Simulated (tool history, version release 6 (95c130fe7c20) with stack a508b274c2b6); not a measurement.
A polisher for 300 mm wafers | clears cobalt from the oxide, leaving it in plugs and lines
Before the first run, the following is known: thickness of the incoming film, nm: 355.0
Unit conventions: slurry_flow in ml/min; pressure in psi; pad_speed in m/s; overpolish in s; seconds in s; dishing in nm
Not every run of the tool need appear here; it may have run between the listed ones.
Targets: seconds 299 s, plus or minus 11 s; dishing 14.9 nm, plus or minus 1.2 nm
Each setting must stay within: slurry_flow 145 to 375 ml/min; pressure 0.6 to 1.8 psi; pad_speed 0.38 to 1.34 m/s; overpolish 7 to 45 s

{"run": 1, "day": 0.0, "slurry_flow": 240, "pressure": 1.2, "pad_speed": 0.86, "overpolish": 23, "seconds": 159.91, "dishing": 37.371}
{"run": 2, "day": 0.1, "slurry_flow": 240, "pressure": 1.4, "pad_speed": 0.86, "overpolish": 23, "seconds": 136.04, "dishing": 41.715}
{"run": 3, "day": 0.129, "slurry_flow": 240, "pressure": 1.3, "pad_speed": 0.84, "overpolish": 21, "seconds": 149.37, "dishing": 37.228}
{"run": 4, "day": 0.288, "slurry_flow": 280, "pressure": 1.3, "pad_speed": 0.84, "overpolish": 21, "seconds": 147.86, "dishing": 37.516}
{"run": 5, "day": 0.638, "slurry_flow": 275, "pressure": 1.2, "pad_speed": 0.82, "overpolish": 19, "seconds": 162.83, "dishing": 30.98}
{"run": 6, "day": 1.0, "slurry_flow": 275, "pressure": 1, "pad_speed": 0.82, "overpolish": 19, "seconds": 196.43, "dishing": 27.554}
{"day": 1.329, "done": "slurry nozzle cleaned"}
{"run": 7, "day": 1.329, "slurry_flow": 275, "pressure": 1, "pad_speed": 0.82, "overpolish": 19, "seconds": 188.76, "dishing": 27.183}
{"run": 8, "day": 1.425, "slurry_flow": 275, "pressure": 1, "pad_speed": 0.8, "overpolish": 18, "seconds": 195.84, "dishing": 25.123}
{"run": 9, "day": 1.621, "slurry_flow": 275, "pressure": 1, "pad_speed": 0.78, "overpolish": 18, "seconds": 202.71, "dishing": 25.795}
{"run": 10, "day": 1.758, "slurry_flow": 275, "pressure": 1, "pad_speed": 0.78, "overpolish": 17, "seconds": 202.22, "dishing": 24.99}
{"run": 11, "day": 2.067, "slurry_flow": 275, "pressure": 1, "pad_speed": 0.78, "overpolish": 16, "seconds": 199.09, "dishing": 24.108}
{"run": 12, "day": 2.354, "slurry_flow": 270, "pressure": 0.7, "pad_speed": 0.7, "overpolish": 9, "seconds": 317.17, "dishing": 9.5025}

Exercise: of the 4 proposed moves below, exactly one satisfies all targets within the stated allowed misses. Which move is it?
{"run": "A", "day": 2.642, "slurry_flow": 195, "pressure": 0.6, "pad_speed": 0.86, "overpolish": 12, "seconds": "?", "dishing": "?"}
{"run": "B", "day": 2.642, "slurry_flow": 285, "pressure": 0.6, "pad_speed": 0.7, "overpolish": 22, "seconds": "?", "dishing": "?"}
{"run": "C", "day": 2.642, "slurry_flow": 275, "pressure": 0.6, "pad_speed": 0.72, "overpolish": 22, "seconds": "?", "dishing": "?"}
{"run": "D", "day": 2.642, "slurry_flow": 180, "pressure": 0.8, "pad_speed": 0.66, "overpolish": 14, "seconds": "?", "dishing": "?"}

move=A seconds=305.41 dishing=12.834
move=B seconds=360.26 dishing=19.09
move=C seconds=351.63 dishing=19.494
move=D seconds=302.56 dishing=14.892
A: closer than the last run, but not yet in spec
B: the result that was furthest off in the last run now lies on the other side of its target
C: the result that was furthest off in the last run now lies on the other side of its target
D: each result inside its tolerance
Go with D: it meets all targets.
